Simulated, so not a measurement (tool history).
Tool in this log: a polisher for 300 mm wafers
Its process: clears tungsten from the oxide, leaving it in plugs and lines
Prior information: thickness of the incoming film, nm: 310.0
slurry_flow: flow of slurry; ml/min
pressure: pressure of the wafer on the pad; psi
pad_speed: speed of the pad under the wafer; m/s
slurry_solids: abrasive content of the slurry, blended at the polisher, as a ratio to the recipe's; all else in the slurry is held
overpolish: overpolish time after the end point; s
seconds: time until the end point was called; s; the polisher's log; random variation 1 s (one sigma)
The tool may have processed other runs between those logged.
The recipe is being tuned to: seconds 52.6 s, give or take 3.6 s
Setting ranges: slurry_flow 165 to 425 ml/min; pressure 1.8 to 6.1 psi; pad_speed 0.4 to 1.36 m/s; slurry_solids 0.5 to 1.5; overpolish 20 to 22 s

run	day	slurry_flow	pressure	pad_speed	slurry_solids	overpolish	seconds
1	0	275	3.9	0.88	1	20	76.135
2	0.096	275	3.9	0.88	0.85	20	76.663
3	0.217	275	4.3	0.9	0.85	20	68.193
4	0.421	240	4.3	0.9	0.85	20	70.47
5	0.562	240	4.3	0.9	1	20	69.913
6	0.65	245	4.6	0.92	1	20	63.404
7	0.883	245	4.8	0.92	1	20	61.415
8	1.079	245	5	0.92	1	20	57.096
9	1.45	245	5.1	0.92	1	20	56.671

Which of these 5 next moves meets every target?
A	1.821	240	5.3	0.96	1	20	?
B	1.821	245	5.2	0.8	1	21	?
C	1.821	245	5.2	0.86	1	20	?
D	1.821	250	5	0.82	0.95	20	?
E	1.821	270	4.6	0.92	1.1	20	?

move	seconds
A	52.749
B	64.017
C	59.687
D	65.595
E	61.131
A: meets every target
B: lands further from the targets than the last run did
C: lands further from the targets than the last run did
D: lands further from the targets than the last run did
E: lands further from the targets than the last run did
The right move is A.
